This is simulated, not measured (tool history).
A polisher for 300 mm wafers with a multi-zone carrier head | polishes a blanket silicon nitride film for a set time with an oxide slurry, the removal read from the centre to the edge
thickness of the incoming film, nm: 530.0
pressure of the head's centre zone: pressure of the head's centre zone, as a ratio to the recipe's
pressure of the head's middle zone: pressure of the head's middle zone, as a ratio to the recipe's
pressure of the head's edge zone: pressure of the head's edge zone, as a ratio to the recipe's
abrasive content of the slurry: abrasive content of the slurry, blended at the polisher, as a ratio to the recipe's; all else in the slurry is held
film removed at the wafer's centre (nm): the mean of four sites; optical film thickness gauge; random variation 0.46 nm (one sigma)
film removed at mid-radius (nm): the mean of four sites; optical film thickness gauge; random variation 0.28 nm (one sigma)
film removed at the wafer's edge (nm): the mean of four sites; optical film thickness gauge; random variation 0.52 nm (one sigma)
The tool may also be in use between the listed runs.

| run | hour | flow of slurry (ml/min) | pressure of the head's centre zone | pressure of the head's middle zone | pressure of the head's edge zone | abrasive content of the slurry | polishing time (s) | film removed at the wafer's centre (nm) | film removed at mid-radius (nm) | film removed at the wafer's edge (nm) |
|---|---|---|---|---|---|---|---|---|---|---|
| 1 | 0.0 | 270 | 1.00 | 1.00 | 1.00 | 1.00 | 80 | 44.936 | 45.134 | 45.746 |
| 2 | 5.1 | 270 | 1.00 | 1.06 | 1.00 | 1.00 | 80 | 44.906 | 48.664 | 47.387 |
| 3 | 12.8 | 270 | 1.00 | 1.06 | 1.00 | 1.00 | 63 | 35.590 | 37.581 | 36.701 |
| 4 | 21.0 | 270 | 0.96 | 1.06 | 1.00 | 1.00 | 63 | 34.383 | 37.703 | 36.345 |
| 5 | 30.0 | 270 | 0.96 | 1.06 | 1.00 | 1.00 | 73 | 40.227 | 43.234 | 41.416 |
| 6 | 31.2 | 270 | 0.96 | 1.06 | 1.00 | 1.00 | 61 | 33.995 | 36.033 | 35.201 |
| 7 | 40.0 | 270 | 0.96 | 1.05 | 1.01 | 1.00 | 61 | 34.434 | 36.815 | 34.880 |
| 8 | 44.3 | 215 | 0.92 | 0.95 | 1.10 | 1.05 | 61 | 32.072 | 33.479 | 37.427 |
| 9 | 49.8 | 225 | 0.93 | 0.96 | 1.08 | 1.05 | 61 | 32.219 | 33.627 | 36.642 |

The next listed run, before its measurement:
| 10 | 56.7 | 235 | 0.94 | 0.97 | 1.07 | 1.05 | 61 | ? | ? | ? |

film removed at the wafer's centre (nm): 33.472
film removed at mid-radius (nm): 33.901
film removed at the wafer's edge (nm): 35.305
